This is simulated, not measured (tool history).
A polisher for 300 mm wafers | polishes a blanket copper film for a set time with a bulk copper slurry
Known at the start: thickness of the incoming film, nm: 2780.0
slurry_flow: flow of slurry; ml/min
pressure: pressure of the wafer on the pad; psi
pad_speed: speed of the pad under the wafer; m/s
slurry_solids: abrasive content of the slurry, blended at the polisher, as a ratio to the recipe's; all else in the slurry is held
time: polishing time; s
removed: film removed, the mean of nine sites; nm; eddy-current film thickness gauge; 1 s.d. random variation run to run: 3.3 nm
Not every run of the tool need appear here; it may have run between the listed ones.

run,day,slurry_flow,pressure,pad_speed,slurry_solids,time,removed
1,0,125,1.9,1.24,1,127,1047.2
2,0.275,125,1.9,1.42,1,127,1200.5
3,0.396,125,2.2,1.42,1,127,1375.9
4,0.588,120,2,1.3,1,127,1158.8
5,0.888,120,2,1.3,1.1,127,1180.9
6,1.029,120,1.8,1.18,1.1,127,964.53
7,1.262,115,1.6,1.1,1.1,127,802
8,1.521,110,1.5,1.04,1.1,127,712.29
9,1.55,105,1.4,1,1.1,127,634.08
10,1.767,80,0.9,0.9,1.1,127,358.45
11,1.792,85,0.9,0.9,1.1,127,365.44
12,1.888,85,0.9,0.9,1.1,127,362.27
13,2.088,120,1.1,0.9,1.1,127,467.42
14,2.454,115,1.1,0.9,1.1,127,459.21
15,2.8,110,1.1,0.9,1.1,127,458.57

Run 16, settings as shown, results not yet in. Your forecast:
16,2.829,110,1.1,0.9,1.1,127,?

{"run 16": {"removed": 458.75}}
